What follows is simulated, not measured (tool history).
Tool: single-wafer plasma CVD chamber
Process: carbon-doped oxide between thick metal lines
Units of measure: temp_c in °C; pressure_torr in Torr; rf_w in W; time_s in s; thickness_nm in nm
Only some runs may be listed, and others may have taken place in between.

run	hour	temp_c	pressure_torr	rf_w	time_s	thickness_nm
1	0	330	6.54	575	210	1322.3
2	7.2	337	6.54	575	210	1293.7
3	8.4	329	6.95	580	210	1347
4	10.1	329	6.95	515	210	1243
5	14.1	323	7.46	530	210	1308.2
6	21	323	7.46	480	210	1227.2
7	25.8	319	7.88	505	210	1289.6
8	33	307	9.11	570	210	1482.5
# hour 37.4: capacitance manometer re-zeroed and calibrated
9	37.4	309	9.06	570	210	1476.3

For run 10, what comes out?
10	45.2	310	9.02	570	210	?

thickness_nm: 1469.3 nm

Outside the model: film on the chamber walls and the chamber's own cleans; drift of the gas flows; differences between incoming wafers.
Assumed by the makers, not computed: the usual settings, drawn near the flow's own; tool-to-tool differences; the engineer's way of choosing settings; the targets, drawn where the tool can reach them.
